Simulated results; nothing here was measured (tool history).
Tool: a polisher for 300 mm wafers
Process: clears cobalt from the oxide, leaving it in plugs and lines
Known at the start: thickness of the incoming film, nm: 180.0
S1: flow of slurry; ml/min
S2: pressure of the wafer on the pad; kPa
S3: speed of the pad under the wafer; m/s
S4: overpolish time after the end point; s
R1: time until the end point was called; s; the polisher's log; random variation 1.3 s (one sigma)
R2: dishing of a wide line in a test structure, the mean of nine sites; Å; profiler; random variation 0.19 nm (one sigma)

| run | hour | S1 | S2 | S3 | S4 | R1 | R2 |
|---|---|---|---|---|---|---|---|
| 1 | 0.0 | 170 | 14.5 | 0.84 | 18 | 40.528 | 348.45 |
| 2 | 7.3 | 170 | 14.5 | 0.84 | 23 | 39.736 | 362.21 |
| 3 | 12.7 | 170 | 14.5 | 0.84 | 31 | 40.379 | 380.73 |
| 4 | 20.3 | 150 | 14.5 | 0.84 | 31 | 39.878 | 375.11 |
| 5 | 27.7 | 135 | 13.1 | 0.76 | 24 | 47.875 | 349.94 |
| 6 | 28.4 | 135 | 13.1 | 0.66 | 24 | 53.139 | 340.18 |
| 7 | 30.6 | 125 | 12.4 | 0.58 | 19 | 64.016 | 311.26 |
| 8 | 37.2 | 120 | 12.4 | 0.52 | 15 | 65.360 | 258.27 |
| 9 | 44.7 | 115 | 12.4 | 0.48 | 12 | 68.865 | 225.12 |

The next listed run, before its measurement:
| 10 | 51.4 | 110 | 12.4 | 0.46 | 10 | ? | ? |

R1: 71.880 s
R2: 195.76 Å
